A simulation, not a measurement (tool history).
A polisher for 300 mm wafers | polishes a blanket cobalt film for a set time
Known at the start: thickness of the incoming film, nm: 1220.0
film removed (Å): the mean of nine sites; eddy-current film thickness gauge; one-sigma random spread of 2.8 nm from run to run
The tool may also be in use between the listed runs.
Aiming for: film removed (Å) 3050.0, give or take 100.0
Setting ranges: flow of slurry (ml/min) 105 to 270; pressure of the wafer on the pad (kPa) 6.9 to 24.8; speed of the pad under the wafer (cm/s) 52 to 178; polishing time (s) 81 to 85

| run | hour | flow of slurry (ml/min) | pressure of the wafer on the pad (kPa) | speed of the pad under the wafer (cm/s) | polishing time (s) | film removed (Å) |
|---|---|---|---|---|---|---|
| 1 | 0.0 | 175 | 15.9 | 114 | 81 | 4412.5 |
| 2 | 6.5 | 175 | 15.2 | 114 | 81 | 4221.1 |
| 3 | 12.2 | 155 | 15.2 | 114 | 81 | 4199.8 |
| 4 | 16.6 | 155 | 15.2 | 102 | 81 | 3745.5 |
| 5 | 20.1 | 155 | 15.2 | 130 | 81 | 4683.3 |
| 6 | 25.7 | 155 | 14.5 | 130 | 81 | 4585.6 |
| 7 | 29.1 | 155 | 13.8 | 130 | 81 | 4378.8 |
| 8 | 34.6 | 155 | 13.1 | 130 | 81 | 4231.5 |
| 9 | 40.8 | 155 | 12.4 | 130 | 81 | 3976.0 |
| 10 | 42.7 | 155 | 11.7 | 130 | 81 | 3714.6 |
| 11 | 49.2 | 155 | 11.0 | 130 | 81 | 3560.4 |
| 12 | 56.3 | 155 | 9.7 | 130 | 81 | 3200.7 |
|  | 64.9 | worn pad replaced by a new one |
| 13 | 64.9 | 155 | 9.7 | 130 | 81 | 3530.4 |
| 14 | 70.4 | 150 | 9.7 | 130 | 81 | 3461.8 |

Below are 4 possible settings for the next run. Only one of them brings all results inside the allowed miss of their targets. Which is it?
| A | 75.9 | 125 | 9.0 | 138 | 82 | ? |
| B | 75.9 | 140 | 8.3 | 136 | 85 | ? |
| C | 75.9 | 180 | 7.6 | 134 | 81 | ? |
| D | 75.9 | 170 | 8.3 | 134 | 81 | ? |

| move | film removed (Å) |
|---|---|
| A | 3498.0 |
| B | 3411.1 |
| C | 3095.7 |
| D | 3290.1 |
A: misses by more than the last run did
B: moves toward the targets from the last run without getting all of them in spec
C: each result inside its tolerance
D: moves toward the targets from the last run without getting all of them in spec
C meets every target.
